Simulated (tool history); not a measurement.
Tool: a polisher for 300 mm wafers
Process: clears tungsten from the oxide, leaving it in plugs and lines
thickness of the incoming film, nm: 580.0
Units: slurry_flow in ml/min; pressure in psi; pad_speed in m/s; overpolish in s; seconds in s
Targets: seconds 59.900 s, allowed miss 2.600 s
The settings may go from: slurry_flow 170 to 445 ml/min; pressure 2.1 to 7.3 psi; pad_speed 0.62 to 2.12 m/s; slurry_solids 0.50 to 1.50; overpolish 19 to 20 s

run	hour	slurry_flow	pressure	pad_speed	slurry_solids	overpolish	seconds
1	0.0	285	4.7	1.36	1.00	19	86.969
2	7.3	340	4.7	1.36	1.00	19	87.009
3	12.5	340	5.2	1.38	1.00	19	74.844
4	21.5	340	5.5	1.38	1.00	19	72.794
5	23.3	365	5.5	1.38	1.00	19	71.273
6	27.7	365	5.5	1.54	1.00	19	64.957
7	36.1	365	5.6	1.54	1.00	19	65.018
8	42.8	365	5.7	1.54	1.00	19	63.272

Which of these 4 next moves meets every target?
A	49.5	395	5.6	1.58	1.20	20	?
B	49.5	405	5.4	1.58	0.75	20	?
C	49.5	280	6.5	1.74	0.65	20	?
D	49.5	345	5.4	1.48	1.00	20	?

move	seconds
A	58.241
B	66.293
C	53.203
D	67.452
A: meets every target
B: further off than the last run
C: takes the result that was furthest off past its target
D: further off than the last run
Move A is the one to make.
